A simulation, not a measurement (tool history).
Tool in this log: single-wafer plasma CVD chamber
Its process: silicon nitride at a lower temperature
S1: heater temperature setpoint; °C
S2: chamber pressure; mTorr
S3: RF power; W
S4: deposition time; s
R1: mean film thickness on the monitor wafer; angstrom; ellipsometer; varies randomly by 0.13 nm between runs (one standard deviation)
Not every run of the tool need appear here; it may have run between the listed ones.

run,hour,S1,S2,S3,S4,R1
1,0,335,1970,300,27.6,356.16
2,3.5,335,1860,285,27.4,326.21
3,6,335,1860,250,27.4,283.2
4,8.2,330,1860,250,27.4,284.39
5,16.7,330,1920,250,27.4,287.4
6,20.6,330,1970,250,27.4,290.36
# hour 23.3: capacitance manometer re-zeroed and calibrated
7,23.3,330,2000,250,27.4,285.1
8,25.1,330,2080,270,27.6,317.83

Run 9 comes next. What will it give?
9,30.3,330,2030,265,27.6,?

{"run 9": {"R1": 308.87}}
